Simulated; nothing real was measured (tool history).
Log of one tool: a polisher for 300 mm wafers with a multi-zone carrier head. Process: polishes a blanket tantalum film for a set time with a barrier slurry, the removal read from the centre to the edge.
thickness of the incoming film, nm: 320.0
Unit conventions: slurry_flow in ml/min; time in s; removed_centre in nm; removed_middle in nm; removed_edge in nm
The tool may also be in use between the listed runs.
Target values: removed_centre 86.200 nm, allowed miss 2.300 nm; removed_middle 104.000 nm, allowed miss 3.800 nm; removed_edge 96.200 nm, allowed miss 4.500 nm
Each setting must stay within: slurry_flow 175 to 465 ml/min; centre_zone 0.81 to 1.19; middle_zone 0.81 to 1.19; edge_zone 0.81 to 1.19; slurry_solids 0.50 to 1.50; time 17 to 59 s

| run | hour | slurry_flow | centre_zone | middle_zone | edge_zone | slurry_solids | time | removed_centre | removed_middle | removed_edge |
|---|---|---|---|---|---|---|---|---|---|---|
| 1 | 0.0 | 295 | 1.00 | 1.00 | 1.00 | 1.00 | 38 | 66.055 | 65.725 | 63.003 |
| 2 | 5.5 | 295 | 0.96 | 1.00 | 1.00 | 1.00 | 38 | 63.090 | 66.090 | 64.683 |
| 3 | 12.2 | 295 | 0.96 | 1.00 | 1.00 | 1.00 | 46 | 76.287 | 79.315 | 77.160 |
| 4 | 17.0 | 295 | 0.96 | 1.00 | 1.06 | 1.00 | 46 | 76.217 | 79.936 | 80.909 |
| 5 | 22.7 | 295 | 0.96 | 1.00 | 1.06 | 1.00 | 38 | 62.837 | 65.914 | 67.083 |
| 6 | 30.7 | 300 | 0.96 | 1.02 | 1.07 | 1.05 | 39 | 64.783 | 70.679 | 70.831 |
| 7 | 37.9 | 305 | 0.97 | 1.04 | 1.08 | 1.10 | 39 | 66.589 | 72.286 | 72.249 |
| 8 | 43.9 | 310 | 0.97 | 1.06 | 1.09 | 1.15 | 40 | 69.716 | 77.101 | 73.279 |
| 9 | 44.6 | 310 | 0.97 | 1.07 | 1.10 | 1.20 | 41 | 72.138 | 78.749 | 76.729 |
| 10 | 46.6 | 315 | 0.97 | 1.09 | 1.11 | 1.25 | 42 | 75.373 | 83.917 | 81.730 |
| 11 | 52.2 | 320 | 0.97 | 1.10 | 1.12 | 1.30 | 42 | 75.233 | 84.055 | 83.110 |
| 12 | 57.9 | 325 | 0.97 | 1.11 | 1.12 | 1.30 | 43 | 77.513 | 88.095 | 83.344 |
| 13 | 61.1 | 325 | 0.97 | 1.12 | 1.13 | 1.35 | 43 | 77.851 | 89.494 | 82.726 |
| 14 | 64.6 | 325 | 0.97 | 1.12 | 1.14 | 1.35 | 44 | 79.596 | 91.799 | 86.373 |

4 candidate next runs follow, results not yet known. Just one meets every target within its allowed miss. Identify it.
| A | 68.1 | 240 | 0.89 | 1.11 | 1.04 | 1.25 | 53 | ? | ? | ? |
| B | 68.1 | 295 | 1.11 | 1.01 | 1.16 | 1.35 | 42 | ? | ? | ? |
| C | 68.1 | 290 | 0.97 | 0.85 | 1.19 | 1.45 | 49 | ? | ? | ? |
| D | 68.1 | 245 | 0.95 | 1.16 | 1.14 | 1.30 | 42 | ? | ? | ? |

| move | removed_centre | removed_middle | removed_edge |
|---|---|---|---|
| A | 85.384 | 104.150 | 95.934 |
| B | 83.922 | 79.124 | 83.227 |
| C | 89.060 | 81.111 | 100.030 |
| D | 72.043 | 86.677 | 80.438 |
A: hits every target within its allowed miss
B: lands further from the targets than the last run did
C: lands further from the targets than the last run did
D: lands further from the targets than the last run did
A is the move that brings every result within its allowed miss.

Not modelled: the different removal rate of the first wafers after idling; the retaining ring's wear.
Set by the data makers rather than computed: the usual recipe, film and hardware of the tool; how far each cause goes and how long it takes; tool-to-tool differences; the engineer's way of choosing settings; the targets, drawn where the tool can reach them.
